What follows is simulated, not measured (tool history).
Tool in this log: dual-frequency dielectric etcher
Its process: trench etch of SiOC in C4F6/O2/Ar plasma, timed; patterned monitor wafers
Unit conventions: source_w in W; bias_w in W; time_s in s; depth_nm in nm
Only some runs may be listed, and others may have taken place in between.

run	hour	source_w	bias_w	time_s	depth_nm
1	0.0	470	242	27.0	62.689
2	4.8	470	242	27.0	62.241
3	10.5	520	261	27.0	68.384
4	17.9	520	261	28.5	72.161
5	20.8	520	261	28.5	72.772
6	25.0	440	261	28.5	66.804

Run 7, settings as shown, results not yet in. Your forecast:
# hour 26.6: bias power generator calibrated
7	26.6	490	265	28.5	?

{"run 7": {"depth_nm": 69.814}}

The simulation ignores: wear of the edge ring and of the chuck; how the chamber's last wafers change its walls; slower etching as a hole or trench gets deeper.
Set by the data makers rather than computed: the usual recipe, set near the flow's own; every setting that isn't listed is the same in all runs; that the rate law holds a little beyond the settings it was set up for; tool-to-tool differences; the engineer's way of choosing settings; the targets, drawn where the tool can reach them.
